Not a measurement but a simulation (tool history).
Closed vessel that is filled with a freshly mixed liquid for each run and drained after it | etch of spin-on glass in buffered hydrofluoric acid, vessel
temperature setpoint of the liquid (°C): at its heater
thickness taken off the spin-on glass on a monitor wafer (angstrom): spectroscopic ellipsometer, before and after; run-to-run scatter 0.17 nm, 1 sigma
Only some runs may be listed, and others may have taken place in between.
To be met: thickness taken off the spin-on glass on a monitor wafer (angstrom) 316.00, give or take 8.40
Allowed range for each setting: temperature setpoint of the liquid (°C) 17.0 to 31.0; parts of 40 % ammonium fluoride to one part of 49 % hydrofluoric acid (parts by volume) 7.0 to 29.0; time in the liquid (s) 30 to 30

| run | day | temperature setpoint of the liquid (°C) | parts of 40 % ammonium fluoride to one part of 49 % hydrofluoric acid (parts by volume) | time in the liquid (s) | thickness taken off the spin-on glass on a monitor wafer (angstrom) |
|---|---|---|---|---|---|
| 1 | 0.000 | 23.0 | 18.0 | 30 | 466.72 |
| 2 | 0.346 | 24.5 | 18.0 | 30 | 505.92 |
| 3 | 0.508 | 23.5 | 18.0 | 30 | 480.82 |
| 4 | 0.817 | 23.5 | 20.5 | 30 | 422.39 |
| 5 | 0.879 | 23.0 | 20.5 | 30 | 412.43 |
| 6 | 1.242 | 22.5 | 20.5 | 30 | 400.38 |
| 7 | 1.329 | 22.0 | 20.5 | 30 | 389.05 |
| 8 | 1.675 | 21.5 | 20.5 | 30 | 379.75 |
| 9 | 1.812 | 21.0 | 20.5 | 30 | 369.15 |
| 10 | 2.125 | 20.5 | 20.5 | 30 | 359.21 |
| 11 | 2.383 | 20.0 | 20.5 | 30 | 349.57 |
| 12 | 2.658 | 19.0 | 20.5 | 30 | 329.20 |

5 candidate next runs follow, results not yet known. Just one meets every target within its allowed miss. Identify it.
| A | 2.933 | 21.5 | 24.0 | 30 | ? |
| B | 2.933 | 17.5 | 17.5 | 30 | ? |
| C | 2.933 | 19.5 | 20.5 | 30 | ? |
| D | 2.933 | 19.0 | 22.0 | 30 | ? |
| E | 2.933 | 20.5 | 21.5 | 30 | ? |

| move | thickness taken off the spin-on glass on a monitor wafer (angstrom) |
|---|---|
| A | 341.08 |
| B | 352.29 |
| C | 339.97 |
| D | 314.78 |
| E | 347.99 |
A: the biggest miss grows against the last run
B: the biggest miss grows against the last run
C: the biggest miss grows against the last run
D: all results in spec
E: the biggest miss grows against the last run
Correct choice: D, which meets every target
